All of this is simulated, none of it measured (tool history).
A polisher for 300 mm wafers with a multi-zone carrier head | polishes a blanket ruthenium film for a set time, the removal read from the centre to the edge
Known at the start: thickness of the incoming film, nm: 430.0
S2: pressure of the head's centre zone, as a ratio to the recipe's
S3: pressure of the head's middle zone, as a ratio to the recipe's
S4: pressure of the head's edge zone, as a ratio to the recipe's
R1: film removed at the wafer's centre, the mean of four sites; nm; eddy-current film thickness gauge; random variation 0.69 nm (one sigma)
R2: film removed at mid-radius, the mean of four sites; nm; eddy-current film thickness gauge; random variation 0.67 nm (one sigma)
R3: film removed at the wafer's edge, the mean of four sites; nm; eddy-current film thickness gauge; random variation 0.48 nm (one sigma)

run 1 day=0.000 | flow_of_slurry_(ml/min)=230 S2=1.00 S3=1.00 S4=1.00 polishing_time_(s)=56 | R1=68.515 R2=69.939 R3=69.802
run 2 day=0.283 | flow_of_slurry_(ml/min)=230 S2=1.08 S3=1.00 S4=1.00 polishing_time_(s)=56 | R1=72.993 R2=69.643 R3=69.611
run 3 day=0.504 | flow_of_slurry_(ml/min)=230 S2=1.08 S3=1.00 S4=1.00 polishing_time_(s)=65 | R1=85.841 R2=82.603 R3=78.800
run 4 day=0.558 | flow_of_slurry_(ml/min)=225 S2=1.05 S3=0.98 S4=0.98 polishing_time_(s)=58 | R1=71.654 R2=73.452 R3=70.371
run 5 day=0.683 | flow_of_slurry_(ml/min)=230 S2=1.05 S3=0.97 S4=0.99 polishing_time_(s)=52 | R1=67.080 R2=65.379 R3=64.365
run 6 day=0.742 | flow_of_slurry_(ml/min)=225 S2=1.03 S3=0.96 S4=1.01 polishing_time_(s)=48 | R1=59.968 R2=58.024 R3=58.457
run 7 day=1.104 | flow_of_slurry_(ml/min)=215 S2=1.00 S3=0.93 S4=1.03 polishing_time_(s)=47 | R1=57.758 R2=53.548 R3=57.664
run 8 day=1.188 | flow_of_slurry_(ml/min)=205 S2=0.98 S3=0.92 S4=1.02 polishing_time_(s)=46 | R1=52.885 R2=53.267 R3=55.731
run 9 day=1.212 | flow_of_slurry_(ml/min)=195 S2=0.98 S3=0.90 S4=1.02 polishing_time_(s)=46 | R1=55.102 R2=52.215 R3=56.223

Run 10 comes next. What will it give?
run 10 day=1.342 | flow_of_slurry_(ml/min)=195 S2=0.97 S3=0.90 S4=1.02 polishing_time_(s)=45 | R1=? R2=? R3=?

{"run 10": {"R1": 52.524, "R2": 50.713, "R3": 55.269}}

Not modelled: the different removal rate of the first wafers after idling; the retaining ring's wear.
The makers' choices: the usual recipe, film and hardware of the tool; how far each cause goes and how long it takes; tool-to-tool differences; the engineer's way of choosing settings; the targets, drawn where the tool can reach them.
